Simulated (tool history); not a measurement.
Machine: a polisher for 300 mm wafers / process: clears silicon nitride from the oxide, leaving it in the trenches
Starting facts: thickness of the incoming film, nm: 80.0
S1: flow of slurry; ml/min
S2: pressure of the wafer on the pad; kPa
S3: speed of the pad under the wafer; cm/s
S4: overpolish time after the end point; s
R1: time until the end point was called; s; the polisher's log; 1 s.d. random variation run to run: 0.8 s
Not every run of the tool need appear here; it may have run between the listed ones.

run	hour	S1	S2	S3	S4	R1
1	0	190	24.1	90	17	96.868
2	1.1	190	27.6	90	17	85.107
3	5.6	190	30.3	92	17	77.194
4	10.2	190	32.4	94	17	70.254
5	18.1	190	33.8	94	17	68.64
6	21.5	190	33.8	80	17	79.663
# hour 23.5: worn pad replaced by a new one
7	23.5	190	35.2	86	17	61.305

Run 8, settings as shown, results not yet in. Your forecast:
8	24.2	190	35.9	86	17	?

R1: 61.257 s
